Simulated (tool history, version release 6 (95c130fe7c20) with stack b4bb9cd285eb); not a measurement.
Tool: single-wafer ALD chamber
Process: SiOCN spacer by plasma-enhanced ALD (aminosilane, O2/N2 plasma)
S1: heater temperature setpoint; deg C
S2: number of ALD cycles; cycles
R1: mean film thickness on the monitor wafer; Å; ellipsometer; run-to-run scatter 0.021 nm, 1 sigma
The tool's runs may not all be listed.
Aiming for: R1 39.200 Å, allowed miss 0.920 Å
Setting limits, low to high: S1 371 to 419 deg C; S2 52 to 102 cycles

{"run": 1, "hour": 0.0, "S1": 395, "S2": 77, "R1": 50.86}
{"run": 2, "hour": 9.0, "S1": 395, "S2": 72, "R1": 47.86}
{"run": 3, "hour": 13.4, "S1": 395, "S2": 68, "R1": 45.281}
{"run": 4, "hour": 17.0, "S1": 404, "S2": 68, "R1": 45.151}
{"run": 5, "hour": 22.5, "S1": 404, "S2": 66, "R1": 42.951}
{"run": 6, "hour": 24.8, "S1": 404, "S2": 65, "R1": 42.941}
{"run": 7, "hour": 31.3, "S1": 404, "S2": 64, "R1": 42.057}
{"run": 8, "hour": 32.2, "S1": 404, "S2": 63, "R1": 40.995}
{"run": 9, "hour": 34.8, "S1": 404, "S2": 62, "R1": 40.647}

4 candidate next runs follow, results not yet known. Just one meets every target within its allowed miss. Identify it.
{"run": "A", "hour": 37.4, "S1": 406, "S2": 64, "R1": "?"}
{"run": "B", "hour": 37.4, "S1": 409, "S2": 65, "R1": "?"}
{"run": "C", "hour": 37.4, "S1": 396, "S2": 63, "R1": "?"}
{"run": "D", "hour": 37.4, "S1": 403, "S2": 59, "R1": "?"}

move=A R1=42.060
move=B R1=42.374
move=C R1=41.993
move=D R1=39.086
A: further off than the last run
B: further off than the last run
C: further off than the last run
D: all results in spec
The move that meets every target is D.
